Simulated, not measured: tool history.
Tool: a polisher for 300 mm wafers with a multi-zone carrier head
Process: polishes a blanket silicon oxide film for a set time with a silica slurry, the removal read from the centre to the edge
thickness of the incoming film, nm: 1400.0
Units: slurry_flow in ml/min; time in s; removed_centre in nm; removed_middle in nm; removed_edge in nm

run	hour	slurry_flow	centre_zone	middle_zone	edge_zone	slurry_solids	time	removed_centre	removed_middle	removed_edge
1	0	315	1	1	1	1	81	300.75	290.42	289.13
2	2.2	320	1.02	1.01	1.02	1.05	81	316	306.33	309.33
3	5.3	330	1.05	1.02	1.03	1.05	81	318.13	310.65	315.66
4	6.3	330	1.05	1.02	0.97	1.05	81	323.89	309.66	298.65
5	10	330	1.05	1.02	0.97	0.95	81	305.46	290.17	282.93
6	17.1	280	1.05	1.02	0.97	0.95	81	295.73	284.4	278.03

Forecast run 7:
7	17.8	305	1.07	1.03	0.98	0.95	81	?	?	?

Run 7 gave removed_centre 308.31 nm, removed_middle 293.29 nm, removed_edge 286.24 nm.
